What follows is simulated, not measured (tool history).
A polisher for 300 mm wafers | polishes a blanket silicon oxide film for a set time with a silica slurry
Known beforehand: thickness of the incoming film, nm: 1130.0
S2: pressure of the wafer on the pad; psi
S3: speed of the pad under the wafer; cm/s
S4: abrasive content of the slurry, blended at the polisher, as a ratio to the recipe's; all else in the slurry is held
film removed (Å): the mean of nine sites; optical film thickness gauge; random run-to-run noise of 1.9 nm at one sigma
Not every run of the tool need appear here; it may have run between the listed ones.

{"run": 1, "hour": 0.0, "flow of slurry (ml/min)": 175, "S2": 3.7, "S3": 154, "S4": 1.0, "polishing time (s)": 89, "film removed (Å)": 2932.8}
{"run": 2, "hour": 5.9, "flow of slurry (ml/min)": 175, "S2": 3.7, "S3": 192, "S4": 1.0, "polishing time (s)": 89, "film removed (Å)": 3444.7}
{"run": 3, "hour": 14.2, "flow of slurry (ml/min)": 175, "S2": 3.3, "S3": 192, "S4": 1.0, "polishing time (s)": 89, "film removed (Å)": 3079.1}
{"run": 4, "hour": 23.1, "flow of slurry (ml/min)": 200, "S2": 3.3, "S3": 192, "S4": 1.0, "polishing time (s)": 89, "film removed (Å)": 3178.1}
{"hour": 30.0, "done": "slurry nozzle cleaned"}
{"run": 5, "hour": 30.0, "flow of slurry (ml/min)": 215, "S2": 3.3, "S3": 192, "S4": 1.0, "polishing time (s)": 89, "film removed (Å)": 3468.0}
{"run": 6, "hour": 33.2, "flow of slurry (ml/min)": 215, "S2": 3.3, "S3": 192, "S4": 0.9, "polishing time (s)": 89, "film removed (Å)": 3274.5}
{"run": 7, "hour": 33.7, "flow of slurry (ml/min)": 180, "S2": 3.3, "S3": 192, "S4": 0.9, "polishing time (s)": 89, "film removed (Å)": 3205.3}
{"run": 8, "hour": 41.0, "flow of slurry (ml/min)": 165, "S2": 2.3, "S3": 190, "S4": 0.9, "polishing time (s)": 89, "film removed (Å)": 2232.8}

What will run 9 give?
{"run": 9, "hour": 47.9, "flow of slurry (ml/min)": 165, "S2": 2.3, "S3": 190, "S4": 0.9, "polishing time (s)": 89, "film removed (Å)": "?"}

{"run 9": {"film removed (Å)": 2245.8}}

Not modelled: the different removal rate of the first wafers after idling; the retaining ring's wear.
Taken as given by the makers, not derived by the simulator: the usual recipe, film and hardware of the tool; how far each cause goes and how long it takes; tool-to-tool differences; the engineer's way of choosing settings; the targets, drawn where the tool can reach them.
